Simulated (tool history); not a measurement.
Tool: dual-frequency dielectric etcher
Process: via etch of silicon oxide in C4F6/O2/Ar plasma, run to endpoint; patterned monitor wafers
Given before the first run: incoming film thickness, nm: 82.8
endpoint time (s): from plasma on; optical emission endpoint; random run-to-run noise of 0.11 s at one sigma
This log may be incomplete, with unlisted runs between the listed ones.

Run 1, hour 0.0: bias power (W) 496, source power (W) 370, Ar flow (sccm) 369. Result: endpoint time (s) 17.213.
Run 2, hour 0.9: bias power (W) 538, source power (W) 370, Ar flow (sccm) 369. Result: endpoint time (s) 16.902.
Run 3, hour 6.6: bias power (W) 538, source power (W) 370, Ar flow (sccm) 313. Result: endpoint time (s) 16.569.
Run 4, hour 12.0: bias power (W) 625, source power (W) 370, Ar flow (sccm) 313. Result: endpoint time (s) 15.486.
Run 5, hour 19.5: bias power (W) 634, source power (W) 370, Ar flow (sccm) 312. Result: endpoint time (s) 15.504.
Run 6, hour 28.3: bias power (W) 566, source power (W) 370, Ar flow (sccm) 312. Result: endpoint time (s) 16.273.
Run 7, hour 36.7: bias power (W) 582, source power (W) 380, Ar flow (sccm) 311. Result: endpoint time (s) 15.472.

Run 8 has not been measured yet. What should we expect?
Run 8, hour 42.5: bias power (W) 591, source power (W) 380, Ar flow (sccm) 311. Result: endpoint time (s) ?.

Logged for run 8: endpoint time (s) 15.525.

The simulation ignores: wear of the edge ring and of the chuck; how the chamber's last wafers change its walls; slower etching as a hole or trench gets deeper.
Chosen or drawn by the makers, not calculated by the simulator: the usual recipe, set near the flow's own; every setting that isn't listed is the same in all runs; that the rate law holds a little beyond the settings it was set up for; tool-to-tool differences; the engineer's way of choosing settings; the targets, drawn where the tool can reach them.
